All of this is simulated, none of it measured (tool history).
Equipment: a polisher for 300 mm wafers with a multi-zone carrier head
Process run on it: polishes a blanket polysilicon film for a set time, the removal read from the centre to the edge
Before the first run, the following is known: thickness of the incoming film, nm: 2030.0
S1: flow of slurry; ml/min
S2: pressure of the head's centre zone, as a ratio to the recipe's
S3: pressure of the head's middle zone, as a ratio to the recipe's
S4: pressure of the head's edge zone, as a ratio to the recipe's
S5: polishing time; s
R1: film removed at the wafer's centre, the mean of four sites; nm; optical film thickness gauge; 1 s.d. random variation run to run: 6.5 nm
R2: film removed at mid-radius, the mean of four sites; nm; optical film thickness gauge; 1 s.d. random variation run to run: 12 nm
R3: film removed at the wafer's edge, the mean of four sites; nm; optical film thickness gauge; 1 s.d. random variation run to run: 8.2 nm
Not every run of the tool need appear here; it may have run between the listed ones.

run 1 hour=0 | S1=205 S2=1 S3=1 S4=1 S5=80 | R1=580.65 R2=540.76 R3=543.12
run 2 hour=6.1 | S1=205 S2=1 S3=1 S4=1 S5=89 | R1=654.09 R2=601.46 R3=603.42
run 3 hour=14.1 | S1=205 S2=1 S3=0.96 S4=1 S5=89 | R1=654.13 R2=593.73 R3=603.81
run 4 hour=19.8 | S1=205 S2=1 S3=0.96 S4=1.04 S5=89 | R1=642.15 R2=590.87 R3=621.71
run 5 hour=27.9 | S1=205 S2=1 S3=0.89 S4=1.04 S5=89 | R1=649.61 R2=557.03 R3=617.38
run 6 hour=34.3 | S1=215 S2=1.01 S3=0.94 S4=1.06 S5=92 | R1=684.36 R2=601.11 R3=660.67

Forecast run 7:
run 7 hour=41.4 | S1=215 S2=1.01 S3=0.98 S4=1.06 S5=95 | R1=? R2=? R3=?

Run 7 measured R1 712.04 nm, R2 640.31 nm, R3 664.64 nm.
